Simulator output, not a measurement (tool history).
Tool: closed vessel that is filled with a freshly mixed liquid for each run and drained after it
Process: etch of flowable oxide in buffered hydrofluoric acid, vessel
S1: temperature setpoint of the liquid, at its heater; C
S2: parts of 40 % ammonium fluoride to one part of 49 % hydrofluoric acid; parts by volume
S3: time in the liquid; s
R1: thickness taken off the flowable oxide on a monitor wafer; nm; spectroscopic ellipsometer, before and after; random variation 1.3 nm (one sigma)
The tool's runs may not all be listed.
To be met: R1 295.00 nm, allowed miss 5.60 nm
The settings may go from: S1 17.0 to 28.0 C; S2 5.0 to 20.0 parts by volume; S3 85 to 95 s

{"run": 1, "day": 0.0, "S1": 20.0, "S2": 12.0, "S3": 85, "R1": 228.6}
{"run": 2, "day": 0.054, "S1": 21.0, "S2": 12.0, "S3": 85, "R1": 239.95}
{"run": 3, "day": 0.092, "S1": 23.0, "S2": 12.0, "S3": 85, "R1": 268.22}
{"run": 4, "day": 0.138, "S1": 23.0, "S2": 12.0, "S3": 85, "R1": 268.77}
{"run": 5, "day": 0.408, "S1": 23.0, "S2": 12.0, "S3": 85, "R1": 269.54}
{"run": 6, "day": 0.529, "S1": 23.5, "S2": 12.0, "S3": 85, "R1": 277.19}
{"run": 7, "day": 0.608, "S1": 24.0, "S2": 12.0, "S3": 85, "R1": 284.86}
{"run": 8, "day": 0.796, "S1": 24.0, "S2": 12.0, "S3": 85, "R1": 283.19}

Which of these 4 next moves meets every target?
{"run": "A", "day": 0.983, "S1": 23.5, "S2": 12.5, "S3": 85, "R1": "?"}
{"run": "B", "day": 0.983, "S1": 23.5, "S2": 12.0, "S3": 85, "R1": "?"}
{"run": "C", "day": 0.983, "S1": 22.5, "S2": 12.0, "S3": 90, "R1": "?"}
{"run": "D", "day": 0.983, "S1": 23.5, "S2": 12.5, "S3": 95, "R1": "?"}

move=A R1=263.73
move=B R1=274.48
move=C R1=275.09
move=D R1=294.76
A: further off than the last run
B: further off than the last run
C: further off than the last run
D: meets every target
Move D is the one to make.
